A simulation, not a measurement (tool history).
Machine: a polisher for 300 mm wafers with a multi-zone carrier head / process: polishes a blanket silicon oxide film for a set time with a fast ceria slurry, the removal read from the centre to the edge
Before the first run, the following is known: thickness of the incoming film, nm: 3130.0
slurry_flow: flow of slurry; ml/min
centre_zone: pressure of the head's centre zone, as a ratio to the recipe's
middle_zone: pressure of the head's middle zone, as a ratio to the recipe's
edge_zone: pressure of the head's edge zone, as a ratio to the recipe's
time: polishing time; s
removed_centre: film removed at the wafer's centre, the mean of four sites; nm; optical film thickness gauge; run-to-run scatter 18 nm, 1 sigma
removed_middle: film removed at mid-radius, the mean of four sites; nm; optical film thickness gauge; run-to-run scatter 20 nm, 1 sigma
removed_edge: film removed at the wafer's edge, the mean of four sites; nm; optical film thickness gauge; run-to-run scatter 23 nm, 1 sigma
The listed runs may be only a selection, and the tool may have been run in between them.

Run 1, hour 0: slurry_flow 160 ml/min, centre_zone 1, middle_zone 1, edge_zone 1, time 69 s. Result: removed_centre 1324 nm, removed_middle 1290.2 nm, removed_edge 1317 nm.
Run 2, hour 1.7: slurry_flow 170 ml/min, centre_zone 1.02, middle_zone 1.03, edge_zone 1.02, time 71 s. Result: removed_centre 1402.4 nm, removed_middle 1400.6 nm, removed_edge 1367.2 nm.
Run 3, hour 10.3: slurry_flow 170 ml/min, centre_zone 0.96, middle_zone 1.03, edge_zone 1.02, time 71 s. Result: removed_centre 1355.6 nm, removed_middle 1412.8 nm, removed_edge 1392.1 nm.
Run 4, hour 18.5: slurry_flow 170 ml/min, centre_zone 0.96, middle_zone 1.03, edge_zone 0.99, time 71 s. Result: removed_centre 1325.2 nm, removed_middle 1402.9 nm, removed_edge 1388.6 nm.
Run 5, hour 22.4: slurry_flow 180 ml/min, centre_zone 0.98, middle_zone 1.04, edge_zone 1, time 73 s. Result: removed_centre 1400 nm, removed_middle 1441.1 nm, removed_edge 1422.2 nm.
Run 6, hour 24.9: slurry_flow 180 ml/min, centre_zone 0.98, middle_zone 1.04, edge_zone 1, time 66 s. Result: removed_centre 1280.8 nm, removed_middle 1348.4 nm, removed_edge 1263.6 nm.
Run 7, hour 29.5: slurry_flow 180 ml/min, centre_zone 0.98, middle_zone 1.04, edge_zone 1, time 66 s. Result: removed_centre 1278.4 nm, removed_middle 1299.9 nm, removed_edge 1262.3 nm.
Run 8, hour 35.1: slurry_flow 185 ml/min, centre_zone 1, middle_zone 1.05, edge_zone 1.01, time 69 s. Result: removed_centre 1381.2 nm, removed_middle 1405.2 nm, removed_edge 1368.8 nm.
Run 9, hour 39: slurry_flow 195 ml/min, centre_zone 1.03, middle_zone 1.08, edge_zone 1.02, time 70 s. Result: removed_centre 1432.6 nm, removed_middle 1460.7 nm, removed_edge 1392.4 nm.
Run 10, hour 41.7: slurry_flow 200 ml/min, centre_zone 1.05, middle_zone 1.1, edge_zone 1.02, time 71 s. Result: removed_centre 1481.2 nm, removed_middle 1500.4 nm, removed_edge 1434.4 nm.
Run 11, hour 42.6: slurry_flow 205 ml/min, centre_zone 1.07, middle_zone 1.12, edge_zone 1.01, time 72 s. Result: removed_centre 1546.4 nm, removed_middle 1573.2 nm, removed_edge 1406.8 nm.
Run 12, hour 45.9: slurry_flow 210 ml/min, centre_zone 1.08, middle_zone 1.13, edge_zone 1.02, time 73 s. Result: removed_centre 1548.2 nm, removed_middle 1622.3 nm, removed_edge 1455.4 nm.
Run 13, hour 47.7: slurry_flow 215 ml/min, centre_zone 1.1, middle_zone 1.13, edge_zone 1.03, time 74 s. Result: removed_centre 1635.9 nm, removed_middle 1635.7 nm, removed_edge 1489.4 nm.
Run 14, hour 54.4: slurry_flow 220 ml/min, centre_zone 1.11, middle_zone 1.14, edge_zone 1.04, time 75 s. Result: removed_centre 1665 nm, removed_middle 1662.6 nm, removed_edge 1496.1 nm.
Run 15, hour 55.8: slurry_flow 220 ml/min, centre_zone 1.11, middle_zone 1.14, edge_zone 1.05, time 76 s. Result: removed_centre 1675 nm, removed_middle 1677.6 nm, removed_edge 1496.4 nm.
Run 16, hour 58.3: slurry_flow 220 ml/min, centre_zone 1.11, middle_zone 1.13, edge_zone 1.05, time 77 s. Result: removed_centre 1703.4 nm, removed_middle 1707.1 nm, removed_edge 1533.4 nm.

What does the tool deliver on the next run?
Run 17, hour 61.4: slurry_flow 220 ml/min, centre_zone 1.11, middle_zone 1.13, edge_zone 1.05, time 78 s. Result: removed_centre ?, removed_middle ?, removed_edge ?.

{"run 17": {"removed_centre": 1740.1, "removed_middle": 1741.8, "removed_edge": 1589.7}}
